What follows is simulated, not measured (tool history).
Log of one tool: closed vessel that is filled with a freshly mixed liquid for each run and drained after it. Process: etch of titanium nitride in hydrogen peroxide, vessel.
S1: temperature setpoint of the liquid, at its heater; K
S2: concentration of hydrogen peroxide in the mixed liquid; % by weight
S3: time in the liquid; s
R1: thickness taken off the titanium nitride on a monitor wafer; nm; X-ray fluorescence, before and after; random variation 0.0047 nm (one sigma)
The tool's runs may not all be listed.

Run 1, hour 0.0: S1 320.15 K, S2 16 % by weight, S3 30 s. Result: R1 1.7635 nm.
Run 2, hour 4.9: S1 318.15 K, S2 16 % by weight, S3 30 s. Result: R1 1.5139 nm.
Run 3, hour 10.4: S1 316.65 K, S2 16 % by weight, S3 30 s. Result: R1 1.3600 nm.
Run 4, hour 12.9: S1 316.65 K, S2 16 % by weight, S3 30 s. Result: R1 1.3511 nm.
Run 5, hour 17.8: S1 323.65 K, S2 16 % by weight, S3 30 s. Result: R1 2.2678 nm.
Run 6, hour 23.3: S1 321.15 K, S2 16 % by weight, S3 30 s. Result: R1 1.8937 nm.
Run 7, hour 27.5: S1 319.15 K, S2 16 % by weight, S3 30 s. Result: R1 1.6366 nm.
Run 8, hour 33.7: S1 317.65 K, S2 16 % by weight, S3 30 s. Result: R1 1.4525 nm.
Run 9, hour 35.7: S1 316.15 K, S2 16 % by weight, S3 30 s. Result: R1 1.3197 nm.
Run 10, hour 38.6: S1 315.15 K, S2 16 % by weight, S3 30 s. Result: R1 1.2114 nm.

Run 11 comes next. What will it give?
Run 11, hour 43.0: S1 314.15 K, S2 16 % by weight, S3 30 s. Result: R1 ?.

{"run 11": {"R1": 1.1241}}
